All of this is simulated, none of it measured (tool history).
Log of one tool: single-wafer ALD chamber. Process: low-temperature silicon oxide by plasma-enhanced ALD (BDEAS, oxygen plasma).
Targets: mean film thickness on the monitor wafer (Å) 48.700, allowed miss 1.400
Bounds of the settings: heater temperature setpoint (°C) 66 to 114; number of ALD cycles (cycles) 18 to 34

| run | hour | heater temperature setpoint (°C) | number of ALD cycles (cycles) | mean film thickness on the monitor wafer (Å) |
|---|---|---|---|---|
| 1 | 0.0 | 90 | 26 | 40.376 |
| 2 | 8.0 | 90 | 27 | 41.941 |
| 3 | 14.1 | 83 | 27 | 42.543 |
| 4 | 15.6 | 83 | 29 | 45.651 |
| 5 | 19.8 | 82 | 29 | 45.870 |
| 6 | 28.6 | 82 | 27 | 42.867 |
| 7 | 31.7 | 81 | 28 | 44.779 |
| 8 | 39.4 | 79 | 29 | 46.311 |
|  | 42.5 | thermocouple changed; heater temperature recalibrated |
| 9 | 42.5 | 78 | 29 | 46.052 |

Which of these 5 next moves meets every target?
| A | 45.6 | 79 | 29 | ? |
| B | 45.6 | 91 | 28 | ? |
| C | 45.6 | 72 | 30 | ? |
| D | 45.6 | 69 | 26 | ? |
| E | 45.6 | 77 | 27 | ? |

| move | mean film thickness on the monitor wafer (Å) |
|---|---|
| A | 45.955 |
| B | 42.791 |
| C | 48.527 |
| D | 42.424 |
| E | 43.040 |
A: as far off as the last run
B: further off than the last run
C: meets every target
D: further off than the last run
E: further off than the last run
Move C is the one to make.
